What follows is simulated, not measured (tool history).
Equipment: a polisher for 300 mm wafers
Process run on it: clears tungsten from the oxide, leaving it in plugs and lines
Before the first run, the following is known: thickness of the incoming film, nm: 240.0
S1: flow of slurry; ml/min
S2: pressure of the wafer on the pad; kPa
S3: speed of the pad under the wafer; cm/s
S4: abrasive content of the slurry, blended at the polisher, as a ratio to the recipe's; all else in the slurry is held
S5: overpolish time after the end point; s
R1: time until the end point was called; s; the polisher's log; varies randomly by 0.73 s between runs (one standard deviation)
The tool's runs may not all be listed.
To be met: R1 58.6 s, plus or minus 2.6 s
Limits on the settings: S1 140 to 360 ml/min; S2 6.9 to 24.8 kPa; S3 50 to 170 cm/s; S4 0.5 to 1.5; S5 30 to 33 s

Run 1, day 0: S1 230 ml/min, S2 15.9 kPa, S3 110 cm/s, S4 1, S5 30 s. Result: R1 77.873 s.
Run 2, day 0.212: S1 170 ml/min, S2 15.9 kPa, S3 110 cm/s, S4 1, S5 30 s. Result: R1 81.934 s.
Run 3, day 0.308: S1 175 ml/min, S2 17.2 kPa, S3 110 cm/s, S4 1, S5 30 s. Result: R1 74.738 s.
Run 4, day 0.512: S1 175 ml/min, S2 17.2 kPa, S3 86 cm/s, S4 1, S5 30 s. Result: R1 92.731 s.
Run 5, day 0.588: S1 180 ml/min, S2 18.6 kPa, S3 86 cm/s, S4 1, S5 30 s. Result: R1 84.46 s.
Run 6, day 0.892: S1 180 ml/min, S2 18.6 kPa, S3 86 cm/s, S4 1, S5 30 s. Result: R1 85.698 s.
Run 7, day 1.212: S1 185 ml/min, S2 20 kPa, S3 86 cm/s, S4 1, S5 30 s. Result: R1 79.495 s.
Run 8, day 1.554: S1 185 ml/min, S2 21.4 kPa, S3 88 cm/s, S4 1, S5 30 s. Result: R1 72.262 s.
Run 9, day 1.896: S1 185 ml/min, S2 22.1 kPa, S3 88 cm/s, S4 1, S5 30 s. Result: R1 70.647 s.
Run 10, day 2.033: S1 185 ml/min, S2 22.8 kPa, S3 90 cm/s, S4 1, S5 30 s. Result: R1 68.139 s.
Run 11, day 2.117: S1 185 ml/min, S2 23.4 kPa, S3 92 cm/s, S4 1, S5 30 s. Result: R1 61.704 s.
Run 12, day 2.204: S1 185 ml/min, S2 24.1 kPa, S3 92 cm/s, S4 1, S5 30 s. Result: R1 63.166 s.

4 next moves are on the table. One of them brings every result within its allowed miss. Which?
Run A, day 2.292: S1 205 ml/min, S2 22.1 kPa, S3 122 cm/s, S4 0.9, S5 30 s. Result: R1 ?.
Run B, day 2.292: S1 200 ml/min, S2 23.4 kPa, S3 86 cm/s, S4 0.85, S5 32 s. Result: R1 ?.
Run C, day 2.292: S1 170 ml/min, S2 24.8 kPa, S3 108 cm/s, S4 1.1, S5 30 s. Result: R1 ?.
Run D, day 2.292: S1 175 ml/min, S2 23.4 kPa, S3 100 cm/s, S4 1.1, S5 30 s. Result: R1 ?.

move      R1
   A  54.809
   B  70.009
   C  52.944
   D  59.554
A: takes the result that was furthest off past its target
B: further off than the last run
C: takes the result that was furthest off past its target
D: meets every target
Correct choice: D, which meets every target

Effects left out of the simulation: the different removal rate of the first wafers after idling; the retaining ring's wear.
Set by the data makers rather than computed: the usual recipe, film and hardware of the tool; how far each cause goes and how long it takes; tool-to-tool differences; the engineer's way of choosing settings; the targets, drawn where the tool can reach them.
